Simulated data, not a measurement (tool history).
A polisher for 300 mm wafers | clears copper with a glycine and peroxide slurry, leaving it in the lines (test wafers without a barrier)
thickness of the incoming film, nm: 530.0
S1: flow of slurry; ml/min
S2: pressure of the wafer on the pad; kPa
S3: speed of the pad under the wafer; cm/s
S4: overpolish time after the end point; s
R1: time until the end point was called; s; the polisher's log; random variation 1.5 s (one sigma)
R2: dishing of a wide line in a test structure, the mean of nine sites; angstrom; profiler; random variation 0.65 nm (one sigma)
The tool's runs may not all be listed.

{"run": 1, "day": 0.0, "S1": 190, "S2": 12.4, "S3": 102, "S4": 18, "R1": 128.55, "R2": 463.62}
{"run": 2, "day": 0.221, "S1": 190, "S2": 13.1, "S3": 104, "S4": 16, "R1": 123, "R2": 424.73}
{"run": 3, "day": 0.396, "S1": 190, "S2": 13.8, "S3": 104, "S4": 15, "R1": 119.18, "R2": 421}
{"run": 4, "day": 0.562, "S1": 190, "S2": 15.2, "S3": 104, "S4": 15, "R1": 114.26, "R2": 445}
{"run": 5, "day": 0.708, "S1": 155, "S2": 15.2, "S3": 104, "S4": 15, "R1": 117.05, "R2": 435.12}
{"run": 6, "day": 0.962, "S1": 155, "S2": 15.2, "S3": 104, "S4": 18, "R1": 115.4, "R2": 487.41}
{"run": 7, "day": 1.342, "S1": 155, "S2": 15.9, "S3": 106, "S4": 16, "R1": 113.2, "R2": 460.61}

Run 8 comes next. What will it give?
{"run": 8, "day": 1.588, "S1": 160, "S2": 15.9, "S3": 108, "S4": 15, "R1": "?", "R2": "?"}

R1: 114.11 s
R2: 463.59 angstrom

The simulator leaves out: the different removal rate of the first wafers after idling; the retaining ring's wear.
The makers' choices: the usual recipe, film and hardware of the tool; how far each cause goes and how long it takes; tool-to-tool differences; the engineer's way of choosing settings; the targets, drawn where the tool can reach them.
